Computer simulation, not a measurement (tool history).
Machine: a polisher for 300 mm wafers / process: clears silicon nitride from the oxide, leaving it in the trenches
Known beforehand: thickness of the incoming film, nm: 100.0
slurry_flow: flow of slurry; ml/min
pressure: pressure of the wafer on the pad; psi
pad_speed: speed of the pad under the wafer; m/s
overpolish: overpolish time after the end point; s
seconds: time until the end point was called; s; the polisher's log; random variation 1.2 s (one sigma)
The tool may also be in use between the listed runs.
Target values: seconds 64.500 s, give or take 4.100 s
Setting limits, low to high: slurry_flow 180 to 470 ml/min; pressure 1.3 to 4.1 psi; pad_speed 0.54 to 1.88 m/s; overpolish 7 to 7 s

{"run": 1, "day": 0.0, "slurry_flow": 300, "pressure": 2.7, "pad_speed": 1.2, "overpolish": 7, "seconds": 102.79}
{"run": 2, "day": 0.104, "slurry_flow": 300, "pressure": 2.7, "pad_speed": 1.2, "overpolish": 7, "seconds": 101.69}
{"run": 3, "day": 0.167, "slurry_flow": 300, "pressure": 2.7, "pad_speed": 1.2, "overpolish": 7, "seconds": 104.28}
{"run": 4, "day": 0.354, "slurry_flow": 300, "pressure": 2.8, "pad_speed": 1.2, "overpolish": 7, "seconds": 99.427}
{"run": 5, "day": 0.658, "slurry_flow": 230, "pressure": 2.8, "pad_speed": 1.2, "overpolish": 7, "seconds": 97.944}
{"run": 6, "day": 0.988, "slurry_flow": 230, "pressure": 2.3, "pad_speed": 1.2, "overpolish": 7, "seconds": 121.33}
{"run": 7, "day": 1.196, "slurry_flow": 230, "pressure": 2.5, "pad_speed": 1.22, "overpolish": 7, "seconds": 111.91}
{"run": 8, "day": 1.233, "slurry_flow": 230, "pressure": 2.6, "pad_speed": 1.22, "overpolish": 7, "seconds": 104.36}
{"run": 9, "day": 1.479, "slurry_flow": 230, "pressure": 2.7, "pad_speed": 1.22, "overpolish": 7, "seconds": 101.28}
{"run": 10, "day": 1.688, "slurry_flow": 230, "pressure": 2.8, "pad_speed": 1.22, "overpolish": 7, "seconds": 99.259}
{"run": 11, "day": 1.804, "slurry_flow": 230, "pressure": 2.9, "pad_speed": 1.22, "overpolish": 7, "seconds": 93.228}
{"run": 12, "day": 1.975, "slurry_flow": 230, "pressure": 3.0, "pad_speed": 1.22, "overpolish": 7, "seconds": 92.548}

Next run, 4 choices. One meets every target within its allowed miss, the rest don't. Which?
{"run": "A", "day": 2.146, "slurry_flow": 210, "pressure": 2.8, "pad_speed": 1.6, "overpolish": 7, "seconds": "?"}
{"run": "B", "day": 2.146, "slurry_flow": 310, "pressure": 3.3, "pad_speed": 1.3, "overpolish": 7, "seconds": "?"}
{"run": "C", "day": 2.146, "slurry_flow": 370, "pressure": 3.3, "pad_speed": 1.36, "overpolish": 7, "seconds": "?"}
{"run": "D", "day": 2.146, "slurry_flow": 205, "pressure": 3.5, "pad_speed": 1.48, "overpolish": 7, "seconds": "?"}

move=A seconds=76.814
move=B seconds=78.455
move=C seconds=74.391
move=D seconds=66.788
A: gains on the last run, yet a result remains outside its allowed miss
B: gains on the last run, yet a result remains outside its allowed miss
C: gains on the last run, yet a result remains outside its allowed miss
D: all results land within tolerance of their targets
The right move is D.

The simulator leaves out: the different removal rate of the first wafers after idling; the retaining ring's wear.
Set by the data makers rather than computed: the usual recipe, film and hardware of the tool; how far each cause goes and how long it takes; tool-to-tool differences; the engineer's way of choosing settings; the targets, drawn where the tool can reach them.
